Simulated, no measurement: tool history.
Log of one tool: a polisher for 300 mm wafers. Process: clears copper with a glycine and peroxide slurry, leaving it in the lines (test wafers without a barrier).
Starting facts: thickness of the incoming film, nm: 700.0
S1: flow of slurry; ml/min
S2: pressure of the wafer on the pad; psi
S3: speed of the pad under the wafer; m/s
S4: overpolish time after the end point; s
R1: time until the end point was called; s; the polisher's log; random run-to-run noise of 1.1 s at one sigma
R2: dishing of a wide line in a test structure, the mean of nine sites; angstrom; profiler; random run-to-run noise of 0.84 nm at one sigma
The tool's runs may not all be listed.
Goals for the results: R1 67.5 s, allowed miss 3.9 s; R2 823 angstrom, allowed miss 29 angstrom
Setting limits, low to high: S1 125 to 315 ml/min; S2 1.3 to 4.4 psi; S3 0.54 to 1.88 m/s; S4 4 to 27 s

{"run": 1, "day": 0.0, "S1": 205, "S2": 2.8, "S3": 1.2, "S4": 14, "R1": 101.9, "R2": 506.98}
{"run": 2, "day": 0.042, "S1": 205, "S2": 3.1, "S3": 1.2, "S4": 15, "R1": 93.312, "R2": 559.74}
{"run": 3, "day": 0.325, "S1": 205, "S2": 3.3, "S3": 1.2, "S4": 16, "R1": 90.109, "R2": 598.92}
{"run": 4, "day": 0.633, "S1": 205, "S2": 3.3, "S3": 0.98, "S4": 16, "R1": 97.05, "R2": 564.94}
{"run": 5, "day": 0.871, "S1": 235, "S2": 3.3, "S3": 0.98, "S4": 16, "R1": 98.989, "R2": 575.03}
{"run": 6, "day": 0.942, "S1": 235, "S2": 3.3, "S3": 0.76, "S4": 16, "R1": 109.84, "R2": 546.63}
{"run": 7, "day": 1.208, "S1": 235, "S2": 3.5, "S3": 0.84, "S4": 17, "R1": 101.09, "R2": 604.27}
{"run": 8, "day": 1.417, "S1": 235, "S2": 3.7, "S3": 0.92, "S4": 17, "R1": 90.622, "R2": 633.83}
{"run": 9, "day": 1.475, "S1": 235, "S2": 3.8, "S3": 0.98, "S4": 17, "R1": 83.409, "R2": 656.54}
{"run": 10, "day": 1.825, "S1": 235, "S2": 3.9, "S3": 1, "S4": 18, "R1": 85.202, "R2": 665.05}
{"run": 11, "day": 1.846, "S1": 235, "S2": 3.9, "S3": 1, "S4": 18, "R1": 84.114, "R2": 679.12}

Of the 5 settings listed for the next run, only one would bring every result within its allowed miss of target. Which one?
{"run": "A", "day": 1.867, "S1": 185, "S2": 3.1, "S3": 1.1, "S4": 16, "R1": "?", "R2": "?"}
{"run": "B", "day": 1.867, "S1": 245, "S2": 4.1, "S3": 1, "S4": 13, "R1": "?", "R2": "?"}
{"run": "C", "day": 1.867, "S1": 250, "S2": 4.3, "S3": 1.3, "S4": 9, "R1": "?", "R2": "?"}
{"run": "D", "day": 1.867, "S1": 245, "S2": 4.4, "S3": 1.24, "S4": 22, "R1": "?", "R2": "?"}
{"run": "E", "day": 1.867, "S1": 190, "S2": 4.4, "S3": 1.02, "S4": 12, "R1": "?", "R2": "?"}

move=A R1=99.774 R2=560.63
move=B R1=80.233 R2=578.01
move=C R1=66.916 R2=512.7
move=D R1=67.381 R2=813.39
move=E R1=76.12 R2=570.95
A: the biggest miss grows against the last run
B: the biggest miss grows against the last run
C: the biggest miss grows against the last run
D: every result lands within tolerance
E: the biggest miss grows against the last run
Answer: D
